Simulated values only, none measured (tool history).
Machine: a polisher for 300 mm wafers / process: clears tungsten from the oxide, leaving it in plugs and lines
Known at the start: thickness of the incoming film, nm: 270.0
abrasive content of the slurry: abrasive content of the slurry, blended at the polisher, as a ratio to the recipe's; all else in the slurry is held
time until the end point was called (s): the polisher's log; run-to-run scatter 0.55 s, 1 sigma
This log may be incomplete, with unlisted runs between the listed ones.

| run | day | flow of slurry (ml/min) | pressure of the wafer on the pad (kPa) | speed of the pad under the wafer (cm/s) | abrasive content of the slurry | overpolish time after the end point (s) | time until the end point was called (s) |
|---|---|---|---|---|---|---|---|
| 1 | 0 | 190 | 15.9 | 122 | 1 | 6 | 84.482 |
| 2 | 0.362 | 190 | 17.2 | 122 | 1 | 6 | 78.716 |
| 3 | 0.438 | 230 | 17.2 | 122 | 1 | 6 | 74.399 |
| 4 | 0.558 | 230 | 17.2 | 122 | 1.1 | 6 | 74.388 |
| 5 | 0.692 | 230 | 18.6 | 122 | 1.1 | 6 | 67.376 |
| 6 | 0.888 | 230 | 19.3 | 122 | 1.1 | 6 | 66.773 |
| 7 | 0.946 | 235 | 20 | 124 | 1.1 | 6 | 62.897 |
| 8 | 1.075 | 235 | 20.7 | 124 | 1.1 | 6 | 59.99 |
| 9 | 1.142 | 235 | 21.4 | 124 | 1.1 | 6 | 58.375 |

What does the tool deliver on the next run?
| 10 | 1.383 | 235 | 22.1 | 124 | 1.1 | 6 | ? |

Run 10 yielded time until the end point was called (s) 55.843.

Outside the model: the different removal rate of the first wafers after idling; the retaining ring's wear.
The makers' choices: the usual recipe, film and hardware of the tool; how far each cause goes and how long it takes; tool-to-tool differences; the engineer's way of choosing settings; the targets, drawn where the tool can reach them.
